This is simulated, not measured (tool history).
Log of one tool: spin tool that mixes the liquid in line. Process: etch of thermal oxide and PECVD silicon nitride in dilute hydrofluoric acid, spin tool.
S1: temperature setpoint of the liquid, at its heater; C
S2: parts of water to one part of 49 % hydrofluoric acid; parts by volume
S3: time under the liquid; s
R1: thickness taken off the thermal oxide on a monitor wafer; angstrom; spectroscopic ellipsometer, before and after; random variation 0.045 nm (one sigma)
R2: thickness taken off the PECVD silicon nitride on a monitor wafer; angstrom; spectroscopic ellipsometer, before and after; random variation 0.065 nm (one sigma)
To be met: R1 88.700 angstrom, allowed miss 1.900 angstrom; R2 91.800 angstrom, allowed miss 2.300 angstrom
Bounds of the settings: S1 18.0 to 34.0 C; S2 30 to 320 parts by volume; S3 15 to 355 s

run  hour    S1   S2   S3      R1       R2
  1   0.0  26.0  175  180  49.977   47.912
  2   1.0  26.0  175  260  72.196   69.245
  3   4.4  23.5  175  260  65.404   58.867
  4  12.9  23.5  235  260  46.006   44.483
  5  16.8  24.5  220  255  50.556   49.006
  6  19.6  26.5  220  255  54.472   55.688
  7  28.0  27.0  210  255  58.297   59.882
  8  34.7  27.5  200  255  63.085   66.445
  9  39.3  27.5  190  250  66.267   67.256
 10  48.1  31.0  145  235  97.398  102.090
 11  53.7  31.0  145  235  98.571  102.640
 12  62.2  30.0  160  240  86.038   90.520
 13  71.0  30.0  160  240  85.556   91.308

4 next moves are on the table. One of them brings every result within its allowed miss. Which?
  A  79.8  34.0  130  155   ?   ?
  B  79.8  31.5  165  230   ?   ?
  C  79.8  30.0  155  240   ?   ?
  D  79.8  31.0  195  285   ?   ?

move      R1      R2
   A  81.835  91.017
   B  83.469  91.060
   C  89.088  92.485
   D  82.741  92.292
A: further off than the last run
B: further off than the last run
C: meets every target
D: further off than the last run
Move C is the one to make.

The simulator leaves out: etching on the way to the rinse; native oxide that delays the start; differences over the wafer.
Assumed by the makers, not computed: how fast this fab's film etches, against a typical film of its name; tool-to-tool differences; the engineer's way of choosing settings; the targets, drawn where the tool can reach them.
